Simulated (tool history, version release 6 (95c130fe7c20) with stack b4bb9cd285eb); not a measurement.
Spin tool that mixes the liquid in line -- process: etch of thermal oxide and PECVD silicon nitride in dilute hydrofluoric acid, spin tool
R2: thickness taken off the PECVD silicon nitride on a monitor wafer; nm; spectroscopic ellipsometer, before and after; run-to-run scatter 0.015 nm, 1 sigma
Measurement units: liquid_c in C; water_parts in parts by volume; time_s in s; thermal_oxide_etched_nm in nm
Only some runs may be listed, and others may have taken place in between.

run 1 hour=0 | liquid_c=25 water_parts=235 time_s=180 | thermal_oxide_etched_nm=2.9861 R2=4.433
run 2 hour=3.1 | liquid_c=24.5 water_parts=285 time_s=190 | thermal_oxide_etched_nm=2.457 R2=3.7372
run 3 hour=7 | liquid_c=24.5 water_parts=345 time_s=190 | thermal_oxide_etched_nm=1.8959 R2=3.127
run 4 hour=11.1 | liquid_c=27.5 water_parts=345 time_s=190 | thermal_oxide_etched_nm=2.0945 R2=3.7318
run 5 hour=19.5 | liquid_c=29.5 water_parts=345 time_s=190 | thermal_oxide_etched_nm=2.2278 R2=4.1627
run 6 hour=26.1 | liquid_c=32 water_parts=345 time_s=190 | thermal_oxide_etched_nm=2.3957 R2=4.8445

Run 7 is up next; what results do you expect?
run 7 hour=31.4 | liquid_c=29.5 water_parts=370 time_s=195 | thermal_oxide_etched_nm=? R2=?

Logged for run 7: thermal_oxide_etched_nm 2.086 nm, R2 3.9893 nm.

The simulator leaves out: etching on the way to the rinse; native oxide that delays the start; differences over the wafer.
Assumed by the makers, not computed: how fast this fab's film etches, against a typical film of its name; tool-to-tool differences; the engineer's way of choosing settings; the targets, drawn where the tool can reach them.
